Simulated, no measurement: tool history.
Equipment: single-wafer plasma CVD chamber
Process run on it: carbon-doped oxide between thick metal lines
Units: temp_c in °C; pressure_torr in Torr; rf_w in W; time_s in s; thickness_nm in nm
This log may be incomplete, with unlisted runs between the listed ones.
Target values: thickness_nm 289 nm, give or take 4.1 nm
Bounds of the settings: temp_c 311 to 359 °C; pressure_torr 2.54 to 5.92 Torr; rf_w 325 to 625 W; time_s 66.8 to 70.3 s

| run | hour | temp_c | pressure_torr | rf_w | time_s | thickness_nm |
|---|---|---|---|---|---|---|
| 1 | 0 | 335 | 4.23 | 475 | 70.3 | 325.69 |
| 2 | 2.2 | 335 | 4.69 | 475 | 70.3 | 331.07 |
| 3 | 10 | 335 | 4.69 | 510 | 70.3 | 339.69 |
| 4 | 17.5 | 335 | 4.12 | 510 | 70.3 | 334.67 |
| 5 | 25.2 | 344 | 4.12 | 510 | 70.3 | 323.69 |
| 6 | 32.2 | 344 | 4.84 | 510 | 70.3 | 332.89 |
| 7 | 39.8 | 355 | 3.99 | 470 | 70.1 | 299.38 |
| 8 | 46.6 | 355 | 3.92 | 470 | 70.1 | 300.65 |
| 9 | 55.5 | 355 | 3.84 | 465 | 70.1 | 295.82 |

Consider the 4 candidate settings below. Which is the only one whose results all fall within their allowed miss of target?
| A | 64.4 | 358 | 3.77 | 485 | 67.4 | ? |
| B | 64.4 | 349 | 4.98 | 465 | 66.8 | ? |
| C | 64.4 | 348 | 4.01 | 470 | 68.4 | ? |
| D | 64.4 | 355 | 3.86 | 480 | 68.3 | ? |

| move | thickness_nm |
|---|---|
| A | 290.8 |
| B | 301.39 |
| C | 301.35 |
| D | 296.44 |
A: all results land within tolerance of their targets
B: lands further from the targets than the last run did
C: lands further from the targets than the last run did
D: lands further from the targets than the last run did
Go with A: it meets all targets.
